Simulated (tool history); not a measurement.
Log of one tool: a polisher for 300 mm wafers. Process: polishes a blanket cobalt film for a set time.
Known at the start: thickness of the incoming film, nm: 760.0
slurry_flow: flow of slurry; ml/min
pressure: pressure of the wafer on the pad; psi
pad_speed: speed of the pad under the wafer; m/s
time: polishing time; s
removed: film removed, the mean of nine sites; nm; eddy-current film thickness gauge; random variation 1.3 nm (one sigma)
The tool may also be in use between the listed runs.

run  hour  slurry_flow  pressure  pad_speed  time  removed
  1   0.0          160       2.3       1.28    23   168.95
  2   2.9          160       2.2       1.28    23   159.73
  3   8.4          160       2.2       1.28    21   144.77
  4  15.4          160       2.2       1.28    21   147.37
  5  17.8          160       2.1       1.28    21   141.94
  6  24.9          160       2.0       1.28    21   135.35

The next listed run, before its measurement:
     30.1  -- slurry nozzle cleaned
  7  30.1          160       1.9       1.28    21        ?

removed: 136.87 nm
